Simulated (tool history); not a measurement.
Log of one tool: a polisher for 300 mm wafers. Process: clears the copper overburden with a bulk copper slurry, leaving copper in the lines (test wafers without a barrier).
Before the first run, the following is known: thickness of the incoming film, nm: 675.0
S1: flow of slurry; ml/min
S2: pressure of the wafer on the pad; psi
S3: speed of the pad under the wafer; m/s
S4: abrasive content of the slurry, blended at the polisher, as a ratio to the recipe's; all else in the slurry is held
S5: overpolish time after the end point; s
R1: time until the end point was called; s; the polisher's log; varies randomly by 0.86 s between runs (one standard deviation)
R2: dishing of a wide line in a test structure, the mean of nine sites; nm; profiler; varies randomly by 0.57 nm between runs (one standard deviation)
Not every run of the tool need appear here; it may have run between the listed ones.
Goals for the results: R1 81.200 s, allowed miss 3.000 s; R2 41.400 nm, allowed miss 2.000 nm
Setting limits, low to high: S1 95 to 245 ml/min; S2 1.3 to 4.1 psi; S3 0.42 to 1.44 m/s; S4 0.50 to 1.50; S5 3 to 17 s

| run | day | S1 | S2 | S3 | S4 | S5 | R1 | R2 |
|---|---|---|---|---|---|---|---|---|
| 1 | 0.000 | 155 | 2.7 | 0.92 | 1.00 | 9 | 101.440 | 34.951 |
| 2 | 0.033 | 160 | 2.8 | 0.92 | 1.00 | 9 | 95.564 | 36.123 |
| 3 | 0.217 | 165 | 2.8 | 0.92 | 1.00 | 9 | 94.830 | 36.757 |
| 4 | 0.304 | 165 | 2.5 | 0.92 | 1.00 | 9 | 106.980 | 33.414 |
| 5 | 0.662 | 170 | 2.6 | 0.92 | 1.00 | 9 | 102.510 | 34.945 |
| 6 | 0.817 | 170 | 2.6 | 0.92 | 1.00 | 12 | 101.670 | 43.740 |
| 7 | 1.100 | 175 | 2.7 | 0.92 | 1.00 | 12 | 97.070 | 44.426 |
| 8 | 1.375 | 180 | 2.7 | 0.92 | 1.00 | 12 | 98.181 | 44.071 |
| 9 | 1.692 | 180 | 2.8 | 0.92 | 1.00 | 12 | 94.106 | 45.860 |
| 10 | 1.821 | 185 | 3.0 | 0.92 | 1.00 | 10 | 87.828 | 41.061 |
| 11 | 1.996 | 185 | 3.1 | 0.92 | 1.00 | 10 | 83.691 | 43.783 |
| 12 | 2.117 | 195 | 3.1 | 0.92 | 1.00 | 9 | 85.641 | 39.544 |

Of the 5 settings listed for the next run, only one would bring every result within its allowed miss of target. Which one?
| A | 2.238 | 205 | 3.1 | 0.92 | 1.00 | 8 | ? | ? |
| B | 2.238 | 185 | 3.3 | 0.98 | 0.90 | 10 | ? | ? |
| C | 2.238 | 180 | 2.5 | 1.16 | 1.05 | 9 | ? | ? |
| D | 2.238 | 195 | 2.9 | 1.02 | 1.00 | 8 | ? | ? |
| E | 2.238 | 200 | 3.4 | 0.82 | 1.05 | 9 | ? | ? |

| move | R1 | R2 |
|---|---|---|
| A | 82.757 | 37.014 |
| B | 78.588 | 45.818 |
| C | 87.729 | 38.185 |
| D | 83.209 | 36.699 |
| E | 80.205 | 41.797 |
A: meets the target for the result that was furthest off, but another lies outside its allowed miss
B: meets the target for the result that was furthest off, but another lies outside its allowed miss
C: the biggest miss grows against the last run
D: meets the target for the result that was furthest off, but another lies outside its allowed miss
E: all results land within tolerance of their targets
E meets every target.
